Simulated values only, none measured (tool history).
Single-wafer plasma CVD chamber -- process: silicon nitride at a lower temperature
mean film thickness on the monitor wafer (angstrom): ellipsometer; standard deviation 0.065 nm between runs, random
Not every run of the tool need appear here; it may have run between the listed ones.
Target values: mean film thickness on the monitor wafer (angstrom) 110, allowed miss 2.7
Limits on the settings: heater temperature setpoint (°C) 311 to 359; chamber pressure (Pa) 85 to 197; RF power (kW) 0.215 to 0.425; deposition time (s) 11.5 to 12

run    day  heater temperature setpoint (°C)  chamber pressure (Pa)  RF power (kW)  deposition time (s)  mean film thickness on the monitor wafer (angstrom)
  1      0                               335                    141           0.32                   12                                               123.37
  2  0.342                               325                    141           0.32                   12                                               125.98
  3  0.646                               325                    135          0.315                   12                                               122.38
  4  0.933                               325                    135          0.315                 11.5                                               115.92
     1.104  -- RF generator calibrated
  5  1.104                               325                    152          0.315                 11.5                                               124.06
  6  1.167                               325                    152           0.29                 11.5                                               115.79
  7  1.529                               325                    149           0.29                 11.5                                                115.4
  8  1.675                               325                    147           0.29                 11.5                                               115.07
  9  1.829                               325                    144           0.29                 11.5                                                115.9

Of the 4 settings listed for the next run, only one would bring every result within its allowed miss of target. Which one?
  A  1.983                               331                    155          0.305                   12                                                    ?
  B  1.983                               331                     96           0.31                 11.5                                                    ?
  C  1.983                               329                    139           0.31                 11.6                                                    ?
  D  1.983                               325                    141            0.3                   12                                                    ?

move  mean film thickness on the monitor wafer (angstrom)
   A                                               127.22
   B                                               111.42
   C                                               121.72
   D                                               123.35
A: the biggest miss grows against the last run
B: all results land within tolerance of their targets
C: the biggest miss grows against the last run
D: the biggest miss grows against the last run
Move B is the one to make.
